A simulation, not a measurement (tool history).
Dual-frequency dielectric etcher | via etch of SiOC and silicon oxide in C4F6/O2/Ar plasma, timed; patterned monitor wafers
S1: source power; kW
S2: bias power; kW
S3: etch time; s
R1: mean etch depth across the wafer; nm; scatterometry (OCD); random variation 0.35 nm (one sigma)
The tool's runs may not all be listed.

| run | day | S1 | S2 | S3 | R1 |
|---|---|---|---|---|---|
| 1 | 0.000 | 0.380 | 0.142 | 58.5 | 62.048 |
| 2 | 0.192 | 0.380 | 0.119 | 58.5 | 56.664 |
| 3 | 0.346 | 0.380 | 0.108 | 58.5 | 54.562 |
| 4 | 0.642 | 0.410 | 0.113 | 58.5 | 57.296 |
| 5 | 0.788 | 0.430 | 0.117 | 58.5 | 60.042 |
| 6 | 0.812 | 0.450 | 0.118 | 58.5 | 61.183 |
| 7 | 1.117 | 0.470 | 0.119 | 58.5 | 63.090 |
| 8 | 1.175 | 0.480 | 0.119 | 58.5 | 63.073 |
| 9 | 1.417 | 0.490 | 0.121 | 58.5 | 64.147 |
| 10 | 1.579 | 0.500 | 0.122 | 58.5 | 64.476 |
| 11 | 1.908 | 0.510 | 0.124 | 58.5 | 66.023 |
| 12 | 2.258 | 0.520 | 0.125 | 58.5 | 66.409 |

Forecast run 13:
| 13 | 2.375 | 0.520 | 0.126 | 58.5 | ? |

{"run 13": {"R1": 66.74}}
